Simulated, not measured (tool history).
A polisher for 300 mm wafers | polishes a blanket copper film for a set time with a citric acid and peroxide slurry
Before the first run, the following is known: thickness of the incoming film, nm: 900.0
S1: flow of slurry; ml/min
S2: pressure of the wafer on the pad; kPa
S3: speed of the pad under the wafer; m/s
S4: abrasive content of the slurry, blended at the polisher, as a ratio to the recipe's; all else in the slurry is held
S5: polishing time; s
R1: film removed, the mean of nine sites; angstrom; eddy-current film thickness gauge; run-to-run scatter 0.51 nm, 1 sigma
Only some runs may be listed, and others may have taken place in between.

run,hour,S1,S2,S3,S4,S5,R1
1,0,175,24.1,1.24,1,31,1020.2
2,7.3,175,21.4,1.18,1,31,873.83
3,8.6,175,21.4,1.18,0.85,31,837.17
4,15.6,175,17.9,1.18,0.85,31,714.95
5,20.4,175,16.5,1.16,0.85,31,656.29
6,24.3,175,15.2,1.14,0.85,31,617.03
7,26.3,175,14.5,1.12,0.85,31,569.08

Estimate the outcome of run 8 from the log above:
8,31.8,175,13.8,1.12,0.85,31,?

{"run 8": {"R1": 548.53}}

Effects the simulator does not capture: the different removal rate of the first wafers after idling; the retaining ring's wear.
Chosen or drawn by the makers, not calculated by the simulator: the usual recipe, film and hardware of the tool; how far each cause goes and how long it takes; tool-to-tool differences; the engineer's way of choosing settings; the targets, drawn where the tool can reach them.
